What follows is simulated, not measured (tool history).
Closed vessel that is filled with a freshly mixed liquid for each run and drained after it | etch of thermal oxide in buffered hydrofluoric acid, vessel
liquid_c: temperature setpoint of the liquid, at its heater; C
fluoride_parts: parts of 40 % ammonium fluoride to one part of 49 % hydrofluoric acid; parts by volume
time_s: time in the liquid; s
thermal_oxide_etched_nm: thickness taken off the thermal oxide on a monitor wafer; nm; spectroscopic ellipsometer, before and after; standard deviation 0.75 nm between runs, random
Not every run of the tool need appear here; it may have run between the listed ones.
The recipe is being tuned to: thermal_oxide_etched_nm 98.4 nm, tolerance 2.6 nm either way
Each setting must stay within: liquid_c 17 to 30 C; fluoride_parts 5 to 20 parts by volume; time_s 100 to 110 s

run 1 hour=0 | liquid_c=22 fluoride_parts=12 time_s=100 | thermal_oxide_etched_nm=65.951
run 2 hour=3.7 | liquid_c=22 fluoride_parts=14.5 time_s=100 | thermal_oxide_etched_nm=54.681
run 3 hour=9.3 | liquid_c=22 fluoride_parts=16 time_s=100 | thermal_oxide_etched_nm=48.545
run 4 hour=15.1 | liquid_c=22 fluoride_parts=18 time_s=100 | thermal_oxide_etched_nm=43.779
run 5 hour=23.9 | liquid_c=24.5 fluoride_parts=16 time_s=100 | thermal_oxide_etched_nm=57.123
run 6 hour=32.6 | liquid_c=22 fluoride_parts=16 time_s=100 | thermal_oxide_etched_nm=48.941
run 7 hour=40.1 | liquid_c=24.5 fluoride_parts=15 time_s=100 | thermal_oxide_etched_nm=60.597
run 8 hour=43.4 | liquid_c=26 fluoride_parts=14 time_s=100 | thermal_oxide_etched_nm=68.905
run 9 hour=46 | liquid_c=27 fluoride_parts=13 time_s=100 | thermal_oxide_etched_nm=79.67

Which of these 4 next moves meets every target?
run A hour=48.6 | liquid_c=29 fluoride_parts=13 time_s=110 | thermal_oxide_etched_nm=?
run B hour=48.6 | liquid_c=26 fluoride_parts=10.5 time_s=100 | thermal_oxide_etched_nm=?
run C hour=48.6 | liquid_c=27 fluoride_parts=14 time_s=105 | thermal_oxide_etched_nm=?
run D hour=48.6 | liquid_c=26.5 fluoride_parts=11.5 time_s=105 | thermal_oxide_etched_nm=?

move=A thermal_oxide_etched_nm=98.448
move=B thermal_oxide_etched_nm=93.704
move=C thermal_oxide_etched_nm=78.435
move=D thermal_oxide_etched_nm=92.531
A: all results in spec
B: gains on the last run, yet a result remains outside its allowed miss
C: further off than the last run
D: gains on the last run, yet a result remains outside its allowed miss
So the answer is move A, the one that meets all the targets.
